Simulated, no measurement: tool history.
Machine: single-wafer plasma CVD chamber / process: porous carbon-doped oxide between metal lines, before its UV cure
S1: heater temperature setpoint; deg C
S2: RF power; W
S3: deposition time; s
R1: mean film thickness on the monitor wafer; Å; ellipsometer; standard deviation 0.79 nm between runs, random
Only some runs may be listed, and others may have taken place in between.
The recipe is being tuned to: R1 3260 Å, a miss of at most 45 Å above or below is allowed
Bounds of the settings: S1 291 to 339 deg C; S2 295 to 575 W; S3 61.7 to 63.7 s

run,hour,S1,S2,S3,R1
1,0,315,435,61.7,2818.3
2,6.2,311,440,61.7,2927.9
3,8.7,305,440,61.7,3047.3
4,11.5,303,440,61.7,3076.8
5,14.7,313,440,61.7,2890.1
6,18.2,313,480,61.7,3120.7
7,23.4,312,480,61.7,3157.1
8,31.7,311,480,61.7,3163.5
9,39.2,310,480,61.7,3178.8
10,46.1,309,480,61.7,3206.8

Which of these 4 next moves meets every target?
A,53,315,525,63,?
B,53,313,475,61.7,?
C,53,306,460,63.7,?
D,53,313,465,63.7,?

move,R1
A,3381.9
B,3092.4
C,3244.2
D,3135.2
A: moves the result that the last run missed by most past its target, out the other side
B: the biggest miss grows against the last run
C: all results in spec
D: the biggest miss grows against the last run
C is the move that brings every result within its allowed miss.
